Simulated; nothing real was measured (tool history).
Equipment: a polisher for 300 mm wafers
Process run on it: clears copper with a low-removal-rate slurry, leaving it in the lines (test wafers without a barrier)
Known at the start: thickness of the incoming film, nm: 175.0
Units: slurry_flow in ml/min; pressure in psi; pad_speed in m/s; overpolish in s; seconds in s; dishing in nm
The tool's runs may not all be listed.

run  hour  slurry_flow  pressure  pad_speed  slurry_solids  overpolish  seconds  dishing
  1     0          200       2.2       0.86              1          21   84.736   28.217
  2   3.3          205       2.4       0.86              1          19   81.087   27.303
  3   4.9          205       2.6       0.86              1          17    73.96   26.971
  4     9          205       2.6       0.86              1          12   72.903   19.726
  5  10.4          205       2.6       0.78              1          12    80.98   18.064
  6    11          205       2.8       0.78              1          13   74.179   20.903
     19.8  -- slurry nozzle cleaned
  7  19.8          205       2.9       0.78              1          14   71.833   23.331
  8  28.2          205         3       0.78              1          14   67.773   24.338

Run 9 comes next. What will it give?
  9  30.9          205       3.1       0.78              1          15        ?        ?

Run 9 gave seconds 66.749 s, dishing 26.457 nm.
